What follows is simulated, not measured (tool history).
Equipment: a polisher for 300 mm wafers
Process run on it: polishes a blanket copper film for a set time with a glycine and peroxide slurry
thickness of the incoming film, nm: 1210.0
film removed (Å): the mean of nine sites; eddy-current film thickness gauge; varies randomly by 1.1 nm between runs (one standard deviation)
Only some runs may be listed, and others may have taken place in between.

run    day  flow of slurry (ml/min)  pressure of the wafer on the pad (psi)  speed of the pad under the wafer (cm/s)  polishing time (s)  film removed (Å)
  1      0                      240                                     2.3                                      120                  53              2689
  2  0.362                      235                                     2.1                                      120                  53            2514.2
  3  0.575                      235                                     2.1                                      120                  48            2281.8
  4  0.854                      235                                     2.1                                      138                  48            2494.8
  5  0.908                      235                                     2.1                                      160                  48              2772
  6  0.975                      230                                     1.9                                      156                  48            2522.8
  7  1.208                      225                                     1.7                                      152                  48            2267.9
  8  1.467                      220                                     1.6                                      150                  48            2158.7

Estimate the outcome of run 9 from the log above:
  9  1.517                      215                                     1.5                                      148                  48                 ?

{"run 9": {"film removed (Å)": 2050.8}}
